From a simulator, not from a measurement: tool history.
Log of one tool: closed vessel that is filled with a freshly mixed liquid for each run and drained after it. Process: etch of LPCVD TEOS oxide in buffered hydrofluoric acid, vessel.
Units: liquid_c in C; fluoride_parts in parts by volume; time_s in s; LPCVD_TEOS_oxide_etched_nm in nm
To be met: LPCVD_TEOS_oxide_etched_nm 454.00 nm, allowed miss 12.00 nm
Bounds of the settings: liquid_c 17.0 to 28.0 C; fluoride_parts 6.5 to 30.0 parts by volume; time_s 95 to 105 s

run 1 hour=0.0 | liquid_c=20.0 fluoride_parts=18.5 time_s=95 | LPCVD_TEOS_oxide_etched_nm=225.83
run 2 hour=3.4 | liquid_c=23.0 fluoride_parts=18.5 time_s=95 | LPCVD_TEOS_oxide_etched_nm=264.03
run 3 hour=11.7 | liquid_c=23.0 fluoride_parts=15.0 time_s=95 | LPCVD_TEOS_oxide_etched_nm=323.75
run 4 hour=17.3 | liquid_c=24.5 fluoride_parts=14.5 time_s=95 | LPCVD_TEOS_oxide_etched_nm=361.97
run 5 hour=18.6 | liquid_c=24.5 fluoride_parts=17.0 time_s=95 | LPCVD_TEOS_oxide_etched_nm=309.53
run 6 hour=26.2 | liquid_c=24.5 fluoride_parts=21.5 time_s=95 | LPCVD_TEOS_oxide_etched_nm=252.09
run 7 hour=27.2 | liquid_c=25.5 fluoride_parts=19.5 time_s=95 | LPCVD_TEOS_oxide_etched_nm=287.40
run 8 hour=34.2 | liquid_c=26.0 fluoride_parts=17.5 time_s=95 | LPCVD_TEOS_oxide_etched_nm=330.61
run 9 hour=38.3 | liquid_c=26.5 fluoride_parts=16.5 time_s=95 | LPCVD_TEOS_oxide_etched_nm=364.01
run 10 hour=40.9 | liquid_c=27.0 fluoride_parts=16.0 time_s=95 | LPCVD_TEOS_oxide_etched_nm=376.09
run 11 hour=48.2 | liquid_c=28.0 fluoride_parts=12.5 time_s=95 | LPCVD_TEOS_oxide_etched_nm=513.30
run 12 hour=52.3 | liquid_c=27.5 fluoride_parts=12.5 time_s=95 | LPCVD_TEOS_oxide_etched_nm=499.18
run 13 hour=54.6 | liquid_c=27.0 fluoride_parts=12.5 time_s=95 | LPCVD_TEOS_oxide_etched_nm=485.36

5 next moves are on the table. One of them brings every result within its allowed miss. Which?
run A hour=56.9 | liquid_c=28.0 fluoride_parts=15.0 time_s=95 | LPCVD_TEOS_oxide_etched_nm=?
run B hour=56.9 | liquid_c=26.0 fluoride_parts=12.0 time_s=100 | LPCVD_TEOS_oxide_etched_nm=?
run C hour=56.9 | liquid_c=27.0 fluoride_parts=13.0 time_s=100 | LPCVD_TEOS_oxide_etched_nm=?
run D hour=56.9 | liquid_c=24.5 fluoride_parts=11.5 time_s=95 | LPCVD_TEOS_oxide_etched_nm=?
run E hour=56.9 | liquid_c=23.0 fluoride_parts=10.5 time_s=105 | LPCVD_TEOS_oxide_etched_nm=?

move=A LPCVD_TEOS_oxide_etched_nm=429.18
move=B LPCVD_TEOS_oxide_etched_nm=505.01
move=C LPCVD_TEOS_oxide_etched_nm=492.75
move=D LPCVD_TEOS_oxide_etched_nm=461.12
move=E LPCVD_TEOS_oxide_etched_nm=513.11
A: takes the result that was furthest off past its target
B: further off than the last run
C: further off than the last run
D: meets every target
E: further off than the last run
The right move is D.

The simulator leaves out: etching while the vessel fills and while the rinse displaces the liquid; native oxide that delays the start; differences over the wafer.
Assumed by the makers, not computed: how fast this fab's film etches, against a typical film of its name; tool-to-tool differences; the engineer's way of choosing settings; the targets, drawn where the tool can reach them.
